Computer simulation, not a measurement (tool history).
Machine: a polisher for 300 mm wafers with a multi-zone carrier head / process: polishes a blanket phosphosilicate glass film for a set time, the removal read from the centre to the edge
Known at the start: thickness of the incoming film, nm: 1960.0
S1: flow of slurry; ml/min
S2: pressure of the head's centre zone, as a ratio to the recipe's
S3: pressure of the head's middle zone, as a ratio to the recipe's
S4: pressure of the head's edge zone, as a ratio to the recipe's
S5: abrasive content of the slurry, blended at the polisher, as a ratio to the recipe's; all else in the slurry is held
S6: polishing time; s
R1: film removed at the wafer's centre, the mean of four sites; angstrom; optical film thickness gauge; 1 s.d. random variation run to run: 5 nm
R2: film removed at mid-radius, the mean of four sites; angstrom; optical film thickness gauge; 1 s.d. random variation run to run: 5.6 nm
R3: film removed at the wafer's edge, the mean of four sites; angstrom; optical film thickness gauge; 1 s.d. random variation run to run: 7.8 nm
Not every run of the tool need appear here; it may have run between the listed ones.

run,hour,S1,S2,S3,S4,S5,S6,R1,R2,R3
1,0,260,1,1,1,1,81,4914.1,4862.7,4741.8
2,6.6,260,0.99,1,1.02,1.05,81,4875.2,4990.5,4889.3
3,13.4,260,0.99,0.99,1.04,1.1,81,4907.9,5053.9,4951.5
4,21.9,260,0.99,0.97,1.06,1.15,82,5044.1,5081,5210.3
5,22.8,260,0.99,0.97,1.07,1.2,82,5144.5,5170.1,5217.9
6,30.1,260,0.98,0.96,1.08,1.25,83,5250.8,5145.8,5323.8

Estimate the outcome of run 7 from the log above:
# hour 36.2: edge zone pressure recalibrated
7,36.2,260,0.97,0.96,1.09,1.3,84,?,?,?

Run 7 measured R1 5264 angstrom, R2 5358.5 angstrom, R3 5736.2 angstrom.

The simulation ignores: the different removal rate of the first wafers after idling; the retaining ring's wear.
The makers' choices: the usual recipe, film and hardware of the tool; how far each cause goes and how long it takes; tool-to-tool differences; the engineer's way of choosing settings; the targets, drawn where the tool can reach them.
